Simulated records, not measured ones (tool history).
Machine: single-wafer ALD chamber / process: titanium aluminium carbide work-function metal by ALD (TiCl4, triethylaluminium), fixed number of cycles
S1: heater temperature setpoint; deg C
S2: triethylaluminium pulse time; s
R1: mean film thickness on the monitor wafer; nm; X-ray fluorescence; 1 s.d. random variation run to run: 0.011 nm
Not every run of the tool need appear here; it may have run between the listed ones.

run	hour	S1	S2	R1
1	0.0	315	11.39	2.1083
2	5.1	305	11.39	1.9982
3	13.3	307	11.62	2.0277
4	21.5	309	11.84	2.0500
5	23.8	311	12.03	2.0881
6	31.5	312	12.14	2.0789
7	35.5	314	12.31	2.1195
8	44.5	315	12.42	2.1260
9	49.4	316	12.54	2.1404

Run 10 comes next. What will it give?
10	56.1	317	12.65	?

{"run 10": {"R1": 2.1311}}
